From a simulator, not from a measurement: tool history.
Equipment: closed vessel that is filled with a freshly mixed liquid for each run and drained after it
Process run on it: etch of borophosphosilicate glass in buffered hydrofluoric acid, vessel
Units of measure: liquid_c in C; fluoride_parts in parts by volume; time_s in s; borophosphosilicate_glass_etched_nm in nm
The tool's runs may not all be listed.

run,day,liquid_c,fluoride_parts,time_s,borophosphosilicate_glass_etched_nm
1,0.000,22.0,19.5,95,59.034
2,0.317,24.0,19.5,95,65.265
3,0.596,25.5,16.5,95,84.523
4,0.846,25.5,13.5,95,100.180
5,1.000,27.0,13.0,95,113.010
6,1.296,28.0,12.5,95,126.340
7,1.629,28.5,12.5,95,127.110

Run 8 has not been measured yet. What should we expect?
8,1.871,29.0,12.5,95,?

borophosphosilicate_glass_etched_nm: 131.880 nm
